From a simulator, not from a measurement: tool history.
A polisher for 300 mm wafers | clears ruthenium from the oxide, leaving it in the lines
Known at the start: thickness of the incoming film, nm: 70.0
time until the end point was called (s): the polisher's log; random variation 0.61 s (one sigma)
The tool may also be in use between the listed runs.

run  hour  flow of slurry (ml/min)  pressure of the wafer on the pad (psi)  speed of the pad under the wafer (m/s)  overpolish time after the end point (s)  time until the end point was called (s)
  1     0                      205                                     1.6                                     0.8                                        7                                   84.339
  2   6.6                      205                                     1.6                                     0.8                                        7                                   84.562
  3   9.5                      205                                     1.4                                     0.8                                        7                                   90.516
  4  15.9                      205                                     1.4                                     0.8                                        6                                   93.222
  5  20.8                      205                                     1.4                                     0.8                                        6                                   90.778
  6  21.5                      225                                     1.4                                     0.8                                        6                                   91.283

Forecast run 7:
  7  28.8                      225                                     1.5                                     0.8                                        6                                        ?

Run 7 gave time until the end point was called (s) 86.129.

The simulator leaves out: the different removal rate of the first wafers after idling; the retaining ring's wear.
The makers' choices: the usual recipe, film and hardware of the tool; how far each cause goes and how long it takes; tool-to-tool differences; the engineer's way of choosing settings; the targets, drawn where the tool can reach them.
